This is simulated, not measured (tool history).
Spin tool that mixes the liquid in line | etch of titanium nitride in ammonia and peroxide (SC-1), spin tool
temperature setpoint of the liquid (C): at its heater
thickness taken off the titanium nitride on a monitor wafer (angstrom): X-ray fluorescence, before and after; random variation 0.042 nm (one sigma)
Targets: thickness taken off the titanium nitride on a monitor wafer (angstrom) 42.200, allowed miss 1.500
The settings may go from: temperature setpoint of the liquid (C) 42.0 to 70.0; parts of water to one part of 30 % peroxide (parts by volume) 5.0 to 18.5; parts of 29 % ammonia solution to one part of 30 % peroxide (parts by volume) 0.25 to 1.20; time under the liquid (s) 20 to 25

run,day,temperature setpoint of the liquid (C),parts of water to one part of 30 % peroxide (parts by volume),parts of 29 % ammonia solution to one part of 30 % peroxide (parts by volume),time under the liquid (s),thickness taken off the titanium nitride on a monitor wafer (angstrom)
1,0.000,58.0,10.5,0.95,25,19.492
2,0.188,60.5,10.5,0.95,25,23.372
3,0.308,62.5,10.5,0.95,25,26.994
4,0.412,64.0,10.5,0.95,25,29.300
5,0.629,64.0,10.5,0.70,25,28.412
6,0.958,65.0,10.5,0.70,25,29.405
7,1.054,66.0,10.5,0.70,25,32.128
8,1.388,67.0,10.5,0.70,25,33.679

4 next moves are on the table. One of them brings every result within its allowed miss. Which?
A,1.721,68.5,11.0,0.95,25,?
B,1.721,66.5,11.5,0.80,25,?
C,1.721,69.5,9.5,0.70,25,?
D,1.721,67.0,9.5,1.00,25,?

move,thickness taken off the titanium nitride on a monitor wafer (angstrom)
A,38.644
B,32.415
C,42.207
D,38.168
A: nearer than the last run, and not there yet
B: further off than the last run
C: meets every target
D: nearer than the last run, and not there yet
The right move is C.
